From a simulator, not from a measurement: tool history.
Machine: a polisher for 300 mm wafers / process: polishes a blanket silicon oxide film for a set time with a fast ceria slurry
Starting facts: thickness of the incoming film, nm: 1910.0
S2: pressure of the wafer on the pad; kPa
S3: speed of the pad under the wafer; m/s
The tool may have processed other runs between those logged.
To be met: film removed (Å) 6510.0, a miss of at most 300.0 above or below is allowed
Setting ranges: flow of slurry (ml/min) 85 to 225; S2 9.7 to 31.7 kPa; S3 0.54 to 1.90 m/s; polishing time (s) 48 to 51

run 1 hour=0.0 | flow_of_slurry_(ml/min)=145 S2=20.7 S3=1.22 polishing_time_(s)=48 | film_removed_(Å)=8434.6
run 2 hour=4.0 | flow_of_slurry_(ml/min)=145 S2=25.5 S3=1.22 polishing_time_(s)=48 | film_removed_(Å)=10119.0
run 3 hour=6.9 | flow_of_slurry_(ml/min)=115 S2=25.5 S3=1.22 polishing_time_(s)=48 | film_removed_(Å)=9596.5
run 4 hour=14.1 | flow_of_slurry_(ml/min)=145 S2=25.5 S3=1.22 polishing_time_(s)=48 | film_removed_(Å)=10032.0
run 5 hour=15.9 | flow_of_slurry_(ml/min)=145 S2=23.4 S3=1.20 polishing_time_(s)=48 | film_removed_(Å)=9267.6
run 6 hour=24.3 | flow_of_slurry_(ml/min)=170 S2=23.4 S3=1.20 polishing_time_(s)=48 | film_removed_(Å)=9194.4
run 7 hour=27.3 | flow_of_slurry_(ml/min)=170 S2=21.4 S3=1.18 polishing_time_(s)=48 | film_removed_(Å)=8558.1
run 8 hour=35.0 | flow_of_slurry_(ml/min)=170 S2=20.0 S3=1.18 polishing_time_(s)=48 | film_removed_(Å)=8150.8
run 9 hour=39.3 | flow_of_slurry_(ml/min)=170 S2=18.6 S3=1.18 polishing_time_(s)=48 | film_removed_(Å)=7763.1
run 10 hour=46.5 | flow_of_slurry_(ml/min)=170 S2=17.9 S3=1.18 polishing_time_(s)=48 | film_removed_(Å)=7407.4
run 11 hour=55.3 | flow_of_slurry_(ml/min)=170 S2=17.2 S3=1.18 polishing_time_(s)=48 | film_removed_(Å)=7387.3

Pick the move, out of 5, that brings all results within their allowed miss; only one does.
run A hour=64.1 | flow_of_slurry_(ml/min)=180 S2=15.9 S3=1.20 polishing_time_(s)=48 | film_removed_(Å)=?
run B hour=64.1 | flow_of_slurry_(ml/min)=125 S2=15.9 S3=1.20 polishing_time_(s)=48 | film_removed_(Å)=?
run C hour=64.1 | flow_of_slurry_(ml/min)=165 S2=16.5 S3=1.14 polishing_time_(s)=50 | film_removed_(Å)=?
run D hour=64.1 | flow_of_slurry_(ml/min)=130 S2=14.5 S3=1.42 polishing_time_(s)=48 | film_removed_(Å)=?
run E hour=64.1 | flow_of_slurry_(ml/min)=210 S2=17.2 S3=1.08 polishing_time_(s)=51 | film_removed_(Å)=?

move=A film_removed_(Å)=7132.2
move=B film_removed_(Å)=6775.4
move=C film_removed_(Å)=7220.0
move=D film_removed_(Å)=7498.8
move=E film_removed_(Å)=7431.3
A: moves toward the targets from the last run without getting all of them in spec
B: hits every target within its allowed miss
C: moves toward the targets from the last run without getting all of them in spec
D: lands further from the targets than the last run did
E: lands further from the targets than the last run did
So the answer is move B, the one that meets all the targets.
